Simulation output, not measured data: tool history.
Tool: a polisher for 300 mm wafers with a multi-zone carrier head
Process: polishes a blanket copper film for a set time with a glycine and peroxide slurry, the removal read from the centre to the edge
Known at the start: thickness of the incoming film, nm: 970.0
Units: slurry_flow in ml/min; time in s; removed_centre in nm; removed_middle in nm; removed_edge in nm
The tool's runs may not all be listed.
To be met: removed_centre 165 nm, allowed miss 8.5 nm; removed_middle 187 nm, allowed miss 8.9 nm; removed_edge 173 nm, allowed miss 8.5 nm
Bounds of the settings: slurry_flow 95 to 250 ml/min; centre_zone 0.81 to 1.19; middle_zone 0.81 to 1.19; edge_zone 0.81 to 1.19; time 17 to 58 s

run 1 hour=0 | slurry_flow=160 centre_zone=1 middle_zone=1 edge_zone=1 time=37 | removed_centre=205.42 removed_middle=202.82 removed_edge=210.56
run 2 hour=1.3 | slurry_flow=160 centre_zone=1 middle_zone=1 edge_zone=0.95 time=37 | removed_centre=210.44 removed_middle=203.67 removed_edge=202.68
run 3 hour=5.9 | slurry_flow=160 centre_zone=0.94 middle_zone=1 edge_zone=0.95 time=37 | removed_centre=195.98 removed_middle=200.9 removed_edge=208.87
run 4 hour=9.4 | slurry_flow=160 centre_zone=1.01 middle_zone=1 edge_zone=0.95 time=37 | removed_centre=208.01 removed_middle=199.85 removed_edge=206.27
run 5 hour=11.2 | slurry_flow=160 centre_zone=1.01 middle_zone=0.94 edge_zone=0.95 time=37 | removed_centre=208.43 removed_middle=189.21 removed_edge=208.29
run 6 hour=17.4 | slurry_flow=195 centre_zone=1.01 middle_zone=0.94 edge_zone=0.95 time=37 | removed_centre=209.27 removed_middle=197.81 removed_edge=214.08
run 7 hour=24.4 | slurry_flow=195 centre_zone=1 middle_zone=0.96 edge_zone=0.94 time=36 | removed_centre=205.32 removed_middle=191.54 removed_edge=202.65
run 8 hour=33 | slurry_flow=195 centre_zone=0.98 middle_zone=0.98 edge_zone=0.94 time=35 | removed_centre=193.53 removed_middle=189.34 removed_edge=197.22

4 next moves are on the table. One of them brings every result within its allowed miss. Which?
run A hour=41.6 | slurry_flow=195 centre_zone=0.86 middle_zone=1.15 edge_zone=0.96 time=30 | removed_centre=? removed_middle=? removed_edge=?
run B hour=41.6 | slurry_flow=175 centre_zone=0.92 middle_zone=1.02 edge_zone=0.89 time=37 | removed_centre=? removed_middle=? removed_edge=?
run C hour=41.6 | slurry_flow=240 centre_zone=0.98 middle_zone=1.15 edge_zone=1.01 time=29 | removed_centre=? removed_middle=? removed_edge=?
run D hour=41.6 | slurry_flow=220 centre_zone=0.81 middle_zone=0.91 edge_zone=1.1 time=35 | removed_centre=? removed_middle=? removed_edge=?

move=A removed_centre=146.06 removed_middle=189.67 removed_edge=172.08
move=B removed_centre=189.22 removed_middle=207.73 removed_edge=202.5
move=C removed_centre=165.97 removed_middle=188.22 removed_edge=174.1
move=D removed_centre=163.06 removed_middle=184.46 removed_edge=218.59
A: takes the result that was furthest off past its target
B: as far off as the last run
C: meets every target
D: brings the result that was furthest off to its target, and leaves another outside
The right move is C.
